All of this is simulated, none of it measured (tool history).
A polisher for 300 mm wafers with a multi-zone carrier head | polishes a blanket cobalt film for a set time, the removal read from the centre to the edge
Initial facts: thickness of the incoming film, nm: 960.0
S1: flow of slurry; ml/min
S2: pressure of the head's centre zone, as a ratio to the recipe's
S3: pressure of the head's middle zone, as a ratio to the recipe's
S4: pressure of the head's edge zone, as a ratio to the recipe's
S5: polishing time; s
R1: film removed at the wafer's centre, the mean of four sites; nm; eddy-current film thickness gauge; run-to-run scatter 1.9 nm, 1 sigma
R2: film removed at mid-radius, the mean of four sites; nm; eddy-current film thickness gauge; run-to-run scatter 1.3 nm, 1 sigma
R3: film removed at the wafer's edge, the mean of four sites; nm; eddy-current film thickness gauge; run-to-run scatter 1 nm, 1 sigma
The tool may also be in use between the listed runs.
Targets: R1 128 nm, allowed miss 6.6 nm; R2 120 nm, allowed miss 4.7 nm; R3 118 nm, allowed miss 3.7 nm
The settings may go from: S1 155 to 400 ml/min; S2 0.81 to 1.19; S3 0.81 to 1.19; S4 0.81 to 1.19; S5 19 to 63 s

run,hour,S1,S2,S3,S4,S5,R1,R2,R3
1,0,255,1,1,1,41,152.64,157.03,148.43
2,1.2,250,1,0.96,0.96,39,146.64,146.81,139.39
3,4.5,250,1,0.96,0.96,49,181.59,184.52,176.17
4,8.9,250,1,0.93,0.96,49,184.77,175.26,176.22
5,12.2,250,1,0.89,0.96,49,182.83,170.2,174.3
6,17.5,250,1,0.81,0.96,49,180.06,160.77,172.7
7,18.1,245,0.99,0.81,0.92,45,171.27,148.8,158.03
8,21.4,245,0.98,0.84,0.92,41,145.35,140.35,141.28
9,26.1,240,0.99,0.83,0.9,39,141.51,131.18,131.98

Consider the 5 candidate settings below. Which is the only one whose results all fall within their allowed miss of target?
A,30.8,255,0.85,1.07,0.83,39,?,?,?
B,30.8,295,0.99,0.85,0.88,34,?,?,?
C,30.8,240,1.02,0.86,0.82,43,?,?,?
D,30.8,240,0.94,0.89,0.9,42,?,?,?
E,30.8,280,0.9,0.81,1.1,38,?,?,?

move,R1,R2,R3
A,121.22,156.36,128.86
B,125.07,118.5,116.86
C,159.28,147.86,140.94
D,143.3,147.72,143.49
E,126.26,127.83,144.87
A: its largest miss is bigger than the last run's
B: meets every target
C: its largest miss is bigger than the last run's
D: its largest miss is bigger than the last run's
E: its largest miss is bigger than the last run's
B is the move that brings every result within its allowed miss.
